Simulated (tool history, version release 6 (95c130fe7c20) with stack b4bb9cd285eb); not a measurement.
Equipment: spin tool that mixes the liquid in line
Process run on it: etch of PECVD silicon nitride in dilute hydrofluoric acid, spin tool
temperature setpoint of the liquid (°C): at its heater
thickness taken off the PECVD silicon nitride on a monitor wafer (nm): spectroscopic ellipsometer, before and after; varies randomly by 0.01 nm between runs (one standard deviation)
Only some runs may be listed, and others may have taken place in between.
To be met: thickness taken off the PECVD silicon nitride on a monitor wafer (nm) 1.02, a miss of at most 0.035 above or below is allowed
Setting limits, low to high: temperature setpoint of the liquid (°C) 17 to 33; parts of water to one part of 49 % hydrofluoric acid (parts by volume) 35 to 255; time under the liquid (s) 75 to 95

run  hour  temperature setpoint of the liquid (°C)  parts of water to one part of 49 % hydrofluoric acid (parts by volume)  time under the liquid (s)  thickness taken off the PECVD silicon nitride on a monitor wafer (nm)
  1     0                                       25                                                                     145                         95                                                                 1.2378
  2   4.7                                       25                                                                     145                         95                                                                 1.2317
  3   5.9                                     24.5                                                                     145                         95                                                                 1.1969
  4    14                                       24                                                                     145                         95                                                                  1.138
  5  16.9                                     21.5                                                                     145                         95                                                                0.97639
  6  18.3                                     21.5                                                                     105                         95                                                                 1.3481
  7  21.7                                       21                                                                     105                         95                                                                 1.3047
  8  25.3                                     20.5                                                                     105                         95                                                                 1.2534
  9  32.3                                       20                                                                     105                         95                                                                 1.2173
 10    33                                     19.5                                                                     105                         95                                                                  1.162

5 next moves are on the table. One of them brings every result within its allowed miss. Which?
  A  33.7                                     19.5                                                                      90                         95                                                                      ?
  B  33.7                                       20                                                                     130                         90                                                                      ?
  C  33.7                                     18.5                                                                     115                         90                                                                      ?
  D  33.7                                     20.5                                                                     110                         90                                                                      ?
  E  33.7                                     21.5                                                                     130                         90                                                                      ?

move  thickness taken off the PECVD silicon nitride on a monitor wafer (nm)
   A                                                                 1.3801
   B                                                                0.94508
   C                                                                0.96168
   D                                                                 1.1506
   E                                                                 1.0448
A: lands further from the targets than the last run did
B: takes the result that was furthest off past its target
C: takes the result that was furthest off past its target
D: better than the last run, though not everything is in spec
E: all results in spec
The move that meets every target is E.

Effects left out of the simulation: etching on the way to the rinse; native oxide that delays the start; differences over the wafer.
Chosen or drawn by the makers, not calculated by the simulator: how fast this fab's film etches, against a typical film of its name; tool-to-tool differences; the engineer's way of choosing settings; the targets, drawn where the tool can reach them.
